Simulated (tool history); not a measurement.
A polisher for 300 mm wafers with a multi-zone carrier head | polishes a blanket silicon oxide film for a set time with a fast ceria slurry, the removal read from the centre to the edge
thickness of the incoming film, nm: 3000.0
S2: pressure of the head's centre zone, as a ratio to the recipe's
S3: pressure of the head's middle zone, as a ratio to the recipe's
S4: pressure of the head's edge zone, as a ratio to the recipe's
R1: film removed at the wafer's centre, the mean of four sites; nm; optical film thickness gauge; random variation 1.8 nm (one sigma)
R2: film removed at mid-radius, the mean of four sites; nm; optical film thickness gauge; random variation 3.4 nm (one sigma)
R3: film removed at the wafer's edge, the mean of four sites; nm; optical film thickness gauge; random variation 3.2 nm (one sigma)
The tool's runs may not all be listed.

{"run": 1, "hour": 0.0, "flow of slurry (ml/min)": 280, "S2": 1.0, "S3": 1.0, "S4": 1.0, "polishing time (s)": 31, "R1": 467.93, "R2": 462.48, "R3": 451.75}
{"run": 2, "hour": 7.4, "flow of slurry (ml/min)": 280, "S2": 1.07, "S3": 1.0, "S4": 1.0, "polishing time (s)": 31, "R1": 489.24, "R2": 461.91, "R3": 453.63}
{"run": 3, "hour": 12.1, "flow of slurry (ml/min)": 280, "S2": 1.05, "S3": 0.99, "S4": 0.95, "polishing time (s)": 26, "R1": 406.89, "R2": 385.58, "R3": 370.32}
{"run": 4, "hour": 14.9, "flow of slurry (ml/min)": 280, "S2": 1.05, "S3": 1.05, "S4": 0.95, "polishing time (s)": 26, "R1": 405.68, "R2": 410.21, "R3": 385.54}
{"run": 5, "hour": 23.6, "flow of slurry (ml/min)": 285, "S2": 1.0, "S3": 1.0, "S4": 0.9, "polishing time (s)": 23, "R1": 341.43, "R2": 340.02, "R3": 326.11}
{"run": 6, "hour": 24.3, "flow of slurry (ml/min)": 285, "S2": 1.0, "S3": 1.03, "S4": 0.9, "polishing time (s)": 23, "R1": 341.35, "R2": 353.64, "R3": 326.39}
{"run": 7, "hour": 31.1, "flow of slurry (ml/min)": 320, "S2": 0.99, "S3": 1.0, "S4": 0.87, "polishing time (s)": 21, "R1": 314.84, "R2": 317.73, "R3": 294.02}
{"run": 8, "hour": 37.1, "flow of slurry (ml/min)": 320, "S2": 0.99, "S3": 1.0, "S4": 0.87, "polishing time (s)": 21, "R1": 314.93, "R2": 320.21, "R3": 289.75}
{"run": 9, "hour": 44.0, "flow of slurry (ml/min)": 340, "S2": 0.96, "S3": 0.95, "S4": 0.85, "polishing time (s)": 21, "R1": 305.46, "R2": 308.77, "R3": 295.03}

Forecast run 10:
{"run": 10, "hour": 47.9, "flow of slurry (ml/min)": 345, "S2": 0.98, "S3": 0.95, "S4": 0.84, "polishing time (s)": 19, "R1": "?", "R2": "?", "R3": "?"}

R1: 285.40 nm
R2: 284.36 nm
R3: 266.75 nm
